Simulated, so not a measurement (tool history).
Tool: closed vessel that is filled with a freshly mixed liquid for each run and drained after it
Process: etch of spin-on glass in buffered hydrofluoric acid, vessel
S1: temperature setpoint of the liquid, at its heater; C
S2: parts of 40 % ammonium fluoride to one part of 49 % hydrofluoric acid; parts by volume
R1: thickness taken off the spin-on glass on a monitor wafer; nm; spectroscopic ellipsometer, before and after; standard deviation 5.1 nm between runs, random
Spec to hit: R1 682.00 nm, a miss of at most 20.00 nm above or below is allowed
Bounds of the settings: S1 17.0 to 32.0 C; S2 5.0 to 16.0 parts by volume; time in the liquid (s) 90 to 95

{"run": 1, "day": 0.0, "S1": 25.0, "S2": 9.5, "time in the liquid (s)": 90, "R1": 310.49}
{"run": 2, "day": 0.075, "S1": 27.0, "S2": 8.0, "time in the liquid (s)": 90, "R1": 408.21}
{"run": 3, "day": 0.129, "S1": 28.5, "S2": 7.5, "time in the liquid (s)": 90, "R1": 472.2}
{"run": 4, "day": 0.192, "S1": 29.5, "S2": 7.0, "time in the liquid (s)": 90, "R1": 537.95}
{"run": 5, "day": 0.442, "S1": 29.5, "S2": 9.0, "time in the liquid (s)": 90, "R1": 412.32}
{"run": 6, "day": 0.571, "S1": 29.5, "S2": 9.0, "time in the liquid (s)": 90, "R1": 410.33}
{"run": 7, "day": 0.75, "S1": 30.0, "S2": 8.0, "time in the liquid (s)": 90, "R1": 476.01}
{"run": 8, "day": 1.083, "S1": 32.0, "S2": 5.5, "time in the liquid (s)": 90, "R1": 760.35}
{"run": 9, "day": 1.408, "S1": 31.5, "S2": 5.5, "time in the liquid (s)": 90, "R1": 732.95}
{"run": 10, "day": 1.492, "S1": 31.0, "S2": 5.5, "time in the liquid (s)": 90, "R1": 716.33}

4 next moves are on the table. One of them brings every result within its allowed miss. Which?
{"run": "A", "day": 1.575, "S1": 31.5, "S2": 5.0, "time in the liquid (s)": 90, "R1": "?"}
{"run": "B", "day": 1.575, "S1": 32.0, "S2": 5.5, "time in the liquid (s)": 90, "R1": "?"}
{"run": "C", "day": 1.575, "S1": 29.0, "S2": 5.5, "time in the liquid (s)": 95, "R1": "?"}
{"run": "D", "day": 1.575, "S1": 30.5, "S2": 5.0, "time in the liquid (s)": 90, "R1": "?"}

move=A R1=791.70
move=B R1=749.76
move=C R1=676.86
move=D R1=751.65
A: its largest miss is bigger than the last run's
B: its largest miss is bigger than the last run's
C: meets every target
D: its largest miss is bigger than the last run's
The move that meets every target is C.

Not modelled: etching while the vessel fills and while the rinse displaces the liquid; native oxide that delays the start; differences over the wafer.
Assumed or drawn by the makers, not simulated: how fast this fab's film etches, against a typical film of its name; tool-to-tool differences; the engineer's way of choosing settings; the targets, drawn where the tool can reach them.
